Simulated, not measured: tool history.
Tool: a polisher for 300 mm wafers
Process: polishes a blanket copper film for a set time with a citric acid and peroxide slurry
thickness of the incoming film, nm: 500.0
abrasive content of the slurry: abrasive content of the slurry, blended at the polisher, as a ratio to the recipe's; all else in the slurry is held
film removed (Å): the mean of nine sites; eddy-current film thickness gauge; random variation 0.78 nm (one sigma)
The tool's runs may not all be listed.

| run | hour | flow of slurry (ml/min) | pressure of the wafer on the pad (psi) | speed of the pad under the wafer (m/s) | abrasive content of the slurry | polishing time (s) | film removed (Å) |
|---|---|---|---|---|---|---|---|
| 1 | 0 | 225 | 3.8 | 1.2 | 1 | 37 | 1203.7 |
| 2 | 2 | 225 | 3.5 | 1.2 | 1 | 37 | 1136.6 |
| 3 | 7.5 | 205 | 3.5 | 1.2 | 1 | 37 | 1127.4 |
| 4 | 11.2 | 205 | 3.9 | 1.2 | 1 | 37 | 1231.7 |
| 5 | 14.3 | 205 | 3.5 | 1.2 | 1 | 37 | 1133.7 |
| 6 | 19.5 | 205 | 3.2 | 1.18 | 1 | 37 | 1022.3 |
| 7 | 25.7 | 205 | 3 | 1.18 | 1 | 37 | 968.96 |
| 8 | 32.8 | 205 | 2.8 | 1.18 | 1 | 37 | 944.32 |
| 9 | 37.3 | 205 | 2.6 | 1.18 | 1 | 37 | 867.86 |
| 10 | 38.8 | 205 | 2.5 | 1.18 | 1 | 37 | 843.96 |

Run 11 comes next. What will it give?
| 11 | 41.8 | 205 | 2.4 | 1.18 | 1 | 37 | ? |

Run 11 gave film removed (Å) 833.06.
